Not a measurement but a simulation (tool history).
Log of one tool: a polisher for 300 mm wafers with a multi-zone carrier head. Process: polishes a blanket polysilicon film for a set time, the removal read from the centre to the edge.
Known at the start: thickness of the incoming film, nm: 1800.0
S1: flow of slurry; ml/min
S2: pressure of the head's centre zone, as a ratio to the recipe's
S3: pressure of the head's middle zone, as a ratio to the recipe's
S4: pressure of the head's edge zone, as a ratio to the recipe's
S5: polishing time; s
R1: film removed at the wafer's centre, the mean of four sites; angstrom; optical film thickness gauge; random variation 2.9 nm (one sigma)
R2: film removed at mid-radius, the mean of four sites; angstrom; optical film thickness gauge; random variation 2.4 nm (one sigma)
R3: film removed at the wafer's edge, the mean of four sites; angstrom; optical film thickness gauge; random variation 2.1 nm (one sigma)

{"run": 1, "day": 0.0, "S1": 130, "S2": 1, "S3": 1, "S4": 1, "S5": 58, "R1": 4028.4, "R2": 3853.1, "R3": 3908.4}
{"run": 2, "day": 0.083, "S1": 130, "S2": 1, "S3": 1.01, "S4": 0.98, "S5": 56, "R1": 3881.5, "R2": 3779.2, "R3": 3756}
{"run": 3, "day": 0.262, "S1": 130, "S2": 0.93, "S3": 1.01, "S4": 0.98, "S5": 56, "R1": 3615.7, "R2": 3784.6, "R3": 3736.8}
{"run": 4, "day": 0.4, "S1": 130, "S2": 0.93, "S3": 1.01, "S4": 0.93, "S5": 56, "R1": 3619.5, "R2": 3748.5, "R3": 3699.8}
{"run": 5, "day": 0.483, "S1": 130, "S2": 0.94, "S3": 1.02, "S4": 0.92, "S5": 54, "R1": 3535.5, "R2": 3684.2, "R3": 3486.9}
{"run": 6, "day": 0.621, "S1": 130, "S2": 1, "S3": 1.02, "S4": 0.92, "S5": 54, "R1": 3709.4, "R2": 3641.8, "R3": 3497.5}
{"run": 7, "day": 0.892, "S1": 115, "S2": 1.08, "S3": 1.1, "S4": 0.82, "S5": 41, "R1": 2945.6, "R2": 2902.3, "R3": 2446.1}

Forecast run 8:
{"run": 8, "day": 1.05, "S1": 120, "S2": 1.08, "S3": 1.1, "S4": 0.83, "S5": 41, "R1": "?", "R2": "?", "R3": "?"}

Run 8 gave R1 3025.3 angstrom, R2 2902.3 angstrom, R3 2490 angstrom.

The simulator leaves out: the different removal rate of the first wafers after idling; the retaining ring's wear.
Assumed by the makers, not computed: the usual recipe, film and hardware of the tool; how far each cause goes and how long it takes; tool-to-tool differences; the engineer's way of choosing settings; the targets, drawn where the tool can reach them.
